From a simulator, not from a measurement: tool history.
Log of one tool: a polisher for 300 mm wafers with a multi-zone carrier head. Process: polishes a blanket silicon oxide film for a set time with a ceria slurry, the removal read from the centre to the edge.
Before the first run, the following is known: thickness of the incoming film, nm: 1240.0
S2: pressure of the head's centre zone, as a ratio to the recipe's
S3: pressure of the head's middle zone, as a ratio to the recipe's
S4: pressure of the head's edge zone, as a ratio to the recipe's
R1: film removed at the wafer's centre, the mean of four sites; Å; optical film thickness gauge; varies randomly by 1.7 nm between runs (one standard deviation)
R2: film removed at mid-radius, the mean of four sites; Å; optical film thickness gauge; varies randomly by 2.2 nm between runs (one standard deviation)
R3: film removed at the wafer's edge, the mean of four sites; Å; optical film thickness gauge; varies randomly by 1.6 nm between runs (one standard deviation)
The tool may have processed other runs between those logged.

{"run": 1, "day": 0.0, "flow of slurry (ml/min)": 235, "S2": 1, "S3": 1, "S4": 1, "polishing time (s)": 75, "R1": 3299.9, "R2": 3189.1, "R3": 3170.9}
{"run": 2, "day": 0.079, "flow of slurry (ml/min)": 195, "S2": 1, "S3": 1, "S4": 1, "polishing time (s)": 75, "R1": 3200.3, "R2": 3145.7, "R3": 3111.9}
{"run": 3, "day": 0.125, "flow of slurry (ml/min)": 195, "S2": 1, "S3": 1.07, "S4": 1, "polishing time (s)": 75, "R1": 3295.8, "R2": 3298.4, "R3": 3077.9}
{"run": 4, "day": 0.371, "flow of slurry (ml/min)": 195, "S2": 1, "S3": 1.07, "S4": 1, "polishing time (s)": 91, "R1": 3982.2, "R2": 4045.7, "R3": 3770.4}
{"run": 5, "day": 0.612, "flow of slurry (ml/min)": 250, "S2": 1, "S3": 1.07, "S4": 1, "polishing time (s)": 91, "R1": 4071.9, "R2": 4106.6, "R3": 3846.8}
{"run": 6, "day": 0.775, "flow of slurry (ml/min)": 250, "S2": 1, "S3": 1.07, "S4": 1, "polishing time (s)": 75, "R1": 3315.1, "R2": 3451.1, "R3": 3133.1}
{"run": 7, "day": 0.879, "flow of slurry (ml/min)": 250, "S2": 0.97, "S3": 1.05, "S4": 0.99, "polishing time (s)": 72, "R1": 3072.6, "R2": 3202, "R3": 3033.8}
{"run": 8, "day": 0.904, "flow of slurry (ml/min)": 245, "S2": 0.94, "S3": 1.05, "S4": 0.97, "polishing time (s)": 70, "R1": 2889.3, "R2": 3139.6, "R3": 2888.4}
{"run": 9, "day": 0.992, "flow of slurry (ml/min)": 240, "S2": 0.92, "S3": 1.04, "S4": 0.96, "polishing time (s)": 68, "R1": 2803.1, "R2": 2942.5, "R3": 2766.6}
{"run": 10, "day": 1.35, "flow of slurry (ml/min)": 195, "S2": 0.82, "S3": 1.11, "S4": 1.06, "polishing time (s)": 54, "R1": 1923.4, "R2": 2466.7, "R3": 2269.4}
{"run": 11, "day": 1.488, "flow of slurry (ml/min)": 205, "S2": 0.83, "S3": 1.1, "S4": 1.07, "polishing time (s)": 54, "R1": 1971.6, "R2": 2440, "R3": 2313.8}
{"run": 12, "day": 1.625, "flow of slurry (ml/min)": 215, "S2": 0.84, "S3": 1.1, "S4": 1.07, "polishing time (s)": 54, "R1": 2002.5, "R2": 2439.8, "R3": 2324.5}
{"run": 13, "day": 1.954, "flow of slurry (ml/min)": 220, "S2": 0.84, "S3": 1.1, "S4": 1.07, "polishing time (s)": 54, "R1": 1996.4, "R2": 2503.8, "R3": 2348.5}
{"run": 14, "day": 2.229, "flow of slurry (ml/min)": 225, "S2": 0.85, "S3": 1.1, "S4": 1.07, "polishing time (s)": 54, "R1": 2002.2, "R2": 2460.2, "R3": 2334.5}
{"run": 15, "day": 2.471, "flow of slurry (ml/min)": 230, "S2": 0.86, "S3": 1.1, "S4": 1.07, "polishing time (s)": 54, "R1": 2060.7, "R2": 2444.9, "R3": 2338.9}
{"run": 16, "day": 2.696, "flow of slurry (ml/min)": 235, "S2": 0.86, "S3": 1.1, "S4": 1.07, "polishing time (s)": 54, "R1": 2064.9, "R2": 2518.3, "R3": 2316.3}
{"run": 17, "day": 2.758, "flow of slurry (ml/min)": 235, "S2": 0.86, "S3": 1.1, "S4": 1.08, "polishing time (s)": 54, "R1": 2084.8, "R2": 2480, "R3": 2337}
{"run": 18, "day": 3.092, "flow of slurry (ml/min)": 235, "S2": 0.86, "S3": 1.1, "S4": 1.09, "polishing time (s)": 54, "R1": 2041.2, "R2": 2470.1, "R3": 2365.6}

Predict the results of run 19:
{"run": 19, "day": 3.429, "flow of slurry (ml/min)": 240, "S2": 0.86, "S3": 1.1, "S4": 1.09, "polishing time (s)": 54, "R1": "?", "R2": "?", "R3": "?"}

R1: 2054.4 Å
R2: 2492.7 Å
R3: 2348.6 Å
